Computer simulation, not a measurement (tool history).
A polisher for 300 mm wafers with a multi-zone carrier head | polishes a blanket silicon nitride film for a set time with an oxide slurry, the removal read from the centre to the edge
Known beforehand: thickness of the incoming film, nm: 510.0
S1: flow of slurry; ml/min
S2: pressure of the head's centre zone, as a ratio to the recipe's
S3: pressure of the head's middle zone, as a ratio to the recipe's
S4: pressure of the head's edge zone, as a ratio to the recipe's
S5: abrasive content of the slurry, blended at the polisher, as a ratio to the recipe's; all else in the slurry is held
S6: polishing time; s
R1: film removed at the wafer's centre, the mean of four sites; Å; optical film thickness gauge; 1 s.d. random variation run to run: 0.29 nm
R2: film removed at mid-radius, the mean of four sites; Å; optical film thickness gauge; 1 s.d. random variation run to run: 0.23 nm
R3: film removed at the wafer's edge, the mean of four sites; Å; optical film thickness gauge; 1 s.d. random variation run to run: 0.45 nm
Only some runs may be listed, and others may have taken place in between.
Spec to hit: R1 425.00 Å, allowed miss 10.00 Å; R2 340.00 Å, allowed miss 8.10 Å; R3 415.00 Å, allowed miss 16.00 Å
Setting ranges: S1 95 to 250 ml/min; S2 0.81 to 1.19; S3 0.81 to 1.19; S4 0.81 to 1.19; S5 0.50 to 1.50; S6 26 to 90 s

run,day,S1,S2,S3,S4,S5,S6,R1,R2,R3
1,0.000,160,1.00,1.00,1.00,1.00,58,450.23,452.19,459.99
2,0.117,195,1.00,1.00,1.00,1.00,58,453.25,461.33,463.40
3,0.292,185,1.01,0.95,1.00,0.95,58,449.54,430.63,450.91
4,0.425,170,1.02,0.91,1.01,0.90,58,440.50,398.38,438.07
5,0.517,160,1.02,0.88,1.01,0.90,58,427.37,381.76,437.43
6,0.596,160,1.02,0.88,1.09,0.90,58,433.69,385.55,453.67
7,0.850,150,1.03,0.86,1.06,0.90,58,435.50,373.96,440.63
8,1.012,140,1.03,0.85,1.05,0.90,58,425.70,364.03,444.39
9,1.379,140,1.04,0.84,1.02,0.90,58,428.68,364.60,433.95
10,1.588,135,1.05,0.83,1.02,0.90,58,434.37,358.60,432.09
11,1.633,105,1.06,0.81,0.99,0.90,58,413.86,333.51,416.75

Of the 4 settings listed for the next run, only one would bring every result within its allowed miss of target. Which one?
A,1.679,95,1.08,0.81,1.10,1.00,56,?,?,?
B,1.679,95,1.05,0.81,1.05,0.50,77,?,?,?
C,1.679,180,1.06,0.81,0.96,0.95,50,?,?,?
D,1.679,140,1.07,0.82,1.03,0.90,55,?,?,?

move,R1,R2,R3
A,414.14,328.20,432.65
B,404.77,330.08,425.02
C,406.70,323.42,385.11
D,421.85,337.23,415.89
A: its largest miss is bigger than the last run's
B: its largest miss is bigger than the last run's
C: its largest miss is bigger than the last run's
D: in spec on every target
The right move is D.

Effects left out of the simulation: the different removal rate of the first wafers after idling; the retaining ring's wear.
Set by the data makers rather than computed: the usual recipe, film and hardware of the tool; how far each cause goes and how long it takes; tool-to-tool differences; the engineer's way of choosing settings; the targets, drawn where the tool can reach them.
